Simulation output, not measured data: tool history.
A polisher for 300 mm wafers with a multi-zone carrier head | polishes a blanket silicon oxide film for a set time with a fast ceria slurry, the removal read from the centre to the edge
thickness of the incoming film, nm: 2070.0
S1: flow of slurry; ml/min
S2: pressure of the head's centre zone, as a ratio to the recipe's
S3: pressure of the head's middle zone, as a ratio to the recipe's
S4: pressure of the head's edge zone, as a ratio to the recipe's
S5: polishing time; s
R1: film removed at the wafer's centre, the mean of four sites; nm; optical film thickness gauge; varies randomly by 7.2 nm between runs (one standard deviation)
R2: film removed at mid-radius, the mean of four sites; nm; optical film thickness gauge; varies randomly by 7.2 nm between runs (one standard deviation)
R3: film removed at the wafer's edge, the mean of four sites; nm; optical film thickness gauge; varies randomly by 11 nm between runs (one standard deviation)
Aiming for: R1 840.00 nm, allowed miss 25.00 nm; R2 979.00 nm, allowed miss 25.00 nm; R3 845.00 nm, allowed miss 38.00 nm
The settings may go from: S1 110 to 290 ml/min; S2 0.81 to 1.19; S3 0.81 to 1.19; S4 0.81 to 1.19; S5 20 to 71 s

run  hour   S1    S2    S3    S4  S5      R1      R2      R3
  1   0.0  185  1.00  1.00  1.00  45  607.73  581.50  582.50
  2   4.2  185  0.92  1.00  1.00  45  562.38  577.80  587.04
  3  10.5  150  0.92  1.00  1.00  45  544.25  565.08  586.19
  4  11.2  120  0.92  1.00  1.00  45  530.93  548.05  567.87
  5  13.0  120  0.88  1.00  1.00  45  503.70  538.69  556.47
  6  15.2  145  0.88  1.00  1.00  45  517.29  559.38  572.43
  7  24.2  165  0.90  1.04  1.01  48  576.16  617.56  599.37
  8  31.5  170  0.89  1.14  1.06  61  721.88  863.34  806.47
  9  39.1  220  0.96  1.19  1.01  62  824.26  935.94  811.31
 10  41.8  225  0.95  1.19  1.01  62  820.80  954.80  800.45

Next run, 4 choices. One meets every target within its allowed miss, the rest don't. Which?
  A  44.5  235  1.00  1.14  0.97  64   ?   ?   ?
  B  44.5  205  1.06  1.18  0.90  62   ?   ?   ?
  C  44.5  165  0.95  1.19  0.99  67   ?   ?   ?
  D  44.5  285  1.00  1.19  0.90  59   ?   ?   ?

move      R1      R2      R3
   A  889.80  931.24  838.57
   B  898.82  915.05  778.96
   C  843.76  969.94  857.36
   D  838.55  908.48  760.79
A: corrects the largest miss of the last run, while another result sits out of spec
B: moves away from the targets compared with the last run
C: every result within its allowed miss
D: moves away from the targets compared with the last run
The right move is C.

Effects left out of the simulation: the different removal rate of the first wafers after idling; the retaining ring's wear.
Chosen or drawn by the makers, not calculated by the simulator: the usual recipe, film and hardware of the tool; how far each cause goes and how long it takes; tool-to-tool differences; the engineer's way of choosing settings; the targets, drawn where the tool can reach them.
